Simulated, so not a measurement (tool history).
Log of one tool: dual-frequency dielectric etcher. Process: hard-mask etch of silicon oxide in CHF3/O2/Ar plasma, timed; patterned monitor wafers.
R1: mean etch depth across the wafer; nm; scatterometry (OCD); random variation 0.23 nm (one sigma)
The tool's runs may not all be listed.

Run 1, hour 0: source power (W) 690, bias power (W) 173, etch time (s) 23.5. Result: R1 47.29 nm.
Run 2, hour 6.8: source power (W) 810, bias power (W) 173, etch time (s) 23.5. Result: R1 50.223 nm.
Run 3, hour 10.6: source power (W) 810, bias power (W) 160, etch time (s) 23.5. Result: R1 49.11 nm.
Run 4, hour 16.2: source power (W) 780, bias power (W) 158, etch time (s) 23.5. Result: R1 48.067 nm.
Run 5, hour 19.1: source power (W) 750, bias power (W) 157, etch time (s) 23.5. Result: R1 46.922 nm.
Run 6, hour 20.4: source power (W) 750, bias power (W) 177, etch time (s) 23.5. Result: R1 49.624 nm.
Run 7, hour 21.7: source power (W) 710, bias power (W) 176, etch time (s) 23.5. Result: R1 47.791 nm.

Run 8 comes next. What will it give?
Run 8, hour 23.3: source power (W) 690, bias power (W) 175, etch time (s) 23.5. Result: R1 ?.

Run 8 gave R1 47.267 nm.
